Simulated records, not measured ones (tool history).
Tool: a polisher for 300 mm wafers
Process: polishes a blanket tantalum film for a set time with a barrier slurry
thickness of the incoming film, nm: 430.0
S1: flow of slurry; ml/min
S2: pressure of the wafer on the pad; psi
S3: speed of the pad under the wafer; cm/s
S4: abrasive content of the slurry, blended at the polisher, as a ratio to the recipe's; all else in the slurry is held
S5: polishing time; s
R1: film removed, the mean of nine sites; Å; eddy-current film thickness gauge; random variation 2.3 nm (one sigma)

run    day   S1   S2   S3   S4  S5      R1
  1  0.000  155  2.2  116  1.0  71  1182.2
  2  0.196  125  2.2  116  1.0  71  1122.1
  3  0.467  140  2.5  116  1.0  71  1317.5
  4  0.575  150  2.7  116  1.0  71  1409.7
  5  0.738  155  2.9  116  1.0  71  1541.8
     0.775  -- worn pad replaced by a new one
  6  0.775  170  2.9  116  1.0  71  1744.7

Forecast run 7:
  7  1.067  180  2.9  116  1.0  71   ?

Run 7 gave R1 1695.7 Å.

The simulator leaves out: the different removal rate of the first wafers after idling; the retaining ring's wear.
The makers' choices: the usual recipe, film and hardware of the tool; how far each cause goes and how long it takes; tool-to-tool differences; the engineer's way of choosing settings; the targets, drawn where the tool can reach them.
